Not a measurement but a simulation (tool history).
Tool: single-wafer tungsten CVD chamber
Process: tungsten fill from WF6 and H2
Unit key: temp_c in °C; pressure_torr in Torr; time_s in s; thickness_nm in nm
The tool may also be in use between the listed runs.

run 1 hour=0 | temp_c=395 pressure_torr=33.4 time_s=34.4 | thickness_nm=100.14
run 2 hour=1.4 | temp_c=395 pressure_torr=33.4 time_s=35.5 | thickness_nm=103.35
run 3 hour=7.9 | temp_c=392 pressure_torr=33.3 time_s=35.5 | thickness_nm=95.932
run 4 hour=16.4 | temp_c=392 pressure_torr=33.3 time_s=34.4 | thickness_nm=93.469
run 5 hour=18.9 | temp_c=391 pressure_torr=33.3 time_s=34.4 | thickness_nm=91.667
run 6 hour=20.6 | temp_c=391 pressure_torr=38.2 time_s=34.4 | thickness_nm=97.145
run 7 hour=24.3 | temp_c=389 pressure_torr=38.1 time_s=34.4 | thickness_nm=94.183
run 8 hour=24.8 | temp_c=388 pressure_torr=38 time_s=34.4 | thickness_nm=91.28
run 9 hour=33.1 | temp_c=387 pressure_torr=38 time_s=34.4 | thickness_nm=90.187

For run 10, what comes out?
run 10 hour=40.1 | temp_c=387 pressure_torr=38 time_s=34.4 | thickness_nm=?

{"run 10": {"thickness_nm": 90.672}}
